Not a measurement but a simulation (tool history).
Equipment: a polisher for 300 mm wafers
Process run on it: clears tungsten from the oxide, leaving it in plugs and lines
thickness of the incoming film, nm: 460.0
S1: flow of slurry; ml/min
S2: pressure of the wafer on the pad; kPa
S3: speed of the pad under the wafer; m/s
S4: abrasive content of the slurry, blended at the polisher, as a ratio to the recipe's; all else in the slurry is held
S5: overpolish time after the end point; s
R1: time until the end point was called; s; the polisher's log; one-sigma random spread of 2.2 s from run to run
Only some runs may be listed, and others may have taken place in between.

{"run": 1, "hour": 0.0, "S1": 200, "S2": 29.6, "S3": 1.42, "S4": 1.0, "S5": 8, "R1": 71.479}
{"run": 2, "hour": 3.6, "S1": 200, "S2": 29.6, "S3": 1.42, "S4": 0.9, "S5": 8, "R1": 73.347}
{"run": 3, "hour": 11.3, "S1": 200, "S2": 26.9, "S3": 1.36, "S4": 0.9, "S5": 8, "R1": 82.008}
{"run": 4, "hour": 19.9, "S1": 200, "S2": 24.8, "S3": 1.28, "S4": 0.9, "S5": 8, "R1": 96.702}
{"run": 5, "hour": 21.7, "S1": 200, "S2": 24.8, "S3": 1.08, "S4": 0.9, "S5": 8, "R1": 113.06}
{"run": 6, "hour": 29.1, "S1": 200, "S2": 23.4, "S3": 1.08, "S4": 0.9, "S5": 8, "R1": 118.88}
{"run": 7, "hour": 34.7, "S1": 200, "S2": 22.1, "S3": 1.08, "S4": 0.9, "S5": 8, "R1": 128.78}
{"run": 8, "hour": 43.1, "S1": 200, "S2": 21.4, "S3": 1.08, "S4": 0.9, "S5": 8, "R1": 131.67}

Estimate the outcome of run 9 from the log above:
{"run": 9, "hour": 51.7, "S1": 200, "S2": 21.4, "S3": 1.08, "S4": 0.9, "S5": 8, "R1": "?"}

R1: 129.660 s
